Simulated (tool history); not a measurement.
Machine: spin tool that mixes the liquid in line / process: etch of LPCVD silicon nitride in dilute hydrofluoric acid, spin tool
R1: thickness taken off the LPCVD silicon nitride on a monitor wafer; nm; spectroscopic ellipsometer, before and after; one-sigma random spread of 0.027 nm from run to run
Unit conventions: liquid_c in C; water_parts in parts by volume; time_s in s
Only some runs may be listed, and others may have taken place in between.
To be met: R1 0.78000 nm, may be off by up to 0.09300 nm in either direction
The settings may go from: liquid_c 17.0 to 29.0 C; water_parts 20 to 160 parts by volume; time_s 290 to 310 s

run 1 hour=0.0 | liquid_c=21.0 water_parts=90 time_s=290 | R1=1.37240
run 2 hour=0.8 | liquid_c=21.0 water_parts=90 time_s=310 | R1=1.55760
run 3 hour=3.2 | liquid_c=20.5 water_parts=95 time_s=305 | R1=1.30320
run 4 hour=5.1 | liquid_c=23.5 water_parts=95 time_s=305 | R1=1.50760
run 5 hour=13.7 | liquid_c=21.0 water_parts=95 time_s=305 | R1=1.35630
run 6 hour=21.6 | liquid_c=20.5 water_parts=100 time_s=305 | R1=1.27490
run 7 hour=30.1 | liquid_c=20.5 water_parts=105 time_s=300 | R1=1.14610
run 8 hour=31.9 | liquid_c=20.5 water_parts=110 time_s=300 | R1=1.18590
run 9 hour=39.5 | liquid_c=20.0 water_parts=115 time_s=300 | R1=1.03180
run 10 hour=46.0 | liquid_c=20.0 water_parts=120 time_s=300 | R1=0.96396
run 11 hour=52.7 | liquid_c=19.5 water_parts=125 time_s=295 | R1=0.87762

Below are 4 possible settings for the next run. Only one of them brings all results inside the allowed miss of their targets. Which is it?
run A hour=59.4 | liquid_c=18.0 water_parts=125 time_s=290 | R1=?
run B hour=59.4 | liquid_c=20.0 water_parts=100 time_s=295 | R1=?
run C hour=59.4 | liquid_c=20.5 water_parts=120 time_s=290 | R1=?
run D hour=59.4 | liquid_c=25.5 water_parts=160 time_s=300 | R1=?

move=A R1=0.81896
move=B R1=1.18660
move=C R1=1.00980
move=D R1=1.09090
A: each result inside its tolerance
B: misses by more than the last run did
C: misses by more than the last run did
D: misses by more than the last run did
Answer: A
